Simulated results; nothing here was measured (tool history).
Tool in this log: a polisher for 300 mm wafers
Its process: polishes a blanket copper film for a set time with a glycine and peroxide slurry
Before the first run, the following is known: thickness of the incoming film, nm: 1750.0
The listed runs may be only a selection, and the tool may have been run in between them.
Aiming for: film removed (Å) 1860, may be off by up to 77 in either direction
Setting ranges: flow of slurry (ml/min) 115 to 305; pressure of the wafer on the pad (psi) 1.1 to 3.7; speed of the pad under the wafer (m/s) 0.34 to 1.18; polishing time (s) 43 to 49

run  hour  flow of slurry (ml/min)  pressure of the wafer on the pad (psi)  speed of the pad under the wafer (m/s)  polishing time (s)  film removed (Å)
  1     0                      195                                     2.4                                    0.76                  49            2197.5
  2   5.8                      195                                     2.4                                    0.76                  49            2183.9
  3  10.6                      195                                     2.3                                    0.76                  49            2164.9
  4  11.9                      195                                     2.1                                    0.76                  49            2024.5
  5    20                      195                                     2.1                                    0.76                  49            1989.7
  6  27.5                      195                                     2.1                                    0.84                  49            2212.8
  7  35.2                      195                                     1.9                                    0.84                  49            2078.8
  8    41                      195                                     1.8                                    0.84                  49            1984.1

Next run, 5 choices. One meets every target within its allowed miss, the rest don't. Which?
  A  46.8                      185                                     1.7                                    0.94                  48                 ?
  B  46.8                      255                                     2.2                                    0.76                  48                 ?
  C  46.8                      170                                     1.7                                    0.96                  49                 ?
  D  46.8                      230                                     1.9                                    0.86                  47                 ?
  E  46.8                      205                                     1.8                                     0.8                  47                 ?

move  film removed (Å)
   A              2071
   B            2098.4
   C            2129.4
   D            2057.3
   E            1875.1
A: the biggest miss grows against the last run
B: the biggest miss grows against the last run
C: the biggest miss grows against the last run
D: the biggest miss grows against the last run
E: hits every target within its allowed miss
E is the move that brings every result within its allowed miss.
